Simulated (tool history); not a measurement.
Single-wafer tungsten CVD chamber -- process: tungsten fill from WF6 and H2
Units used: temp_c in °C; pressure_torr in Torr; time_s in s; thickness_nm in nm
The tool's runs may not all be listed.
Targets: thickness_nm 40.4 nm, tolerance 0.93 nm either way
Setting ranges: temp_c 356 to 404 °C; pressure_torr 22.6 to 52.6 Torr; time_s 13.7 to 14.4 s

run    day  temp_c  pressure_torr  time_s  thickness_nm
  1      0     380           37.6    14.4        30.564
  2   0.25     372           37.6    14.4        26.646
  3  0.554     372           42.9    14.4        28.031
  4    0.9     372           36.6    14.4        26.149
  5  1.083     372           32.7    14.4        24.667
  6  1.217     372           32.7    14.4        24.594
  7  1.367     380             33    14.4        28.707
  8  1.738     385           33.2    14.4        31.317
  9  1.817     389           33.4    14.4        33.532
 10  1.996     401             34    14.4        41.562

Of the 5 settings listed for the next run, only one would bring every result within its allowed miss of target. Which one?
  A  2.175     404           33.3    14.4             ?
  B  2.175     403           35.1    14.2             ?
  C  2.175     403           37.5    13.9             ?
  D  2.175     399           38.4    13.7             ?
  E  2.175     403           33.9    14.4             ?

move  thickness_nm
   A        43.335
   B        43.145
   C        43.586
   D        40.695
   E        43.029
A: moves away from the targets compared with the last run
B: moves away from the targets compared with the last run
C: moves away from the targets compared with the last run
D: in spec on every target
E: moves away from the targets compared with the last run
Answer: D
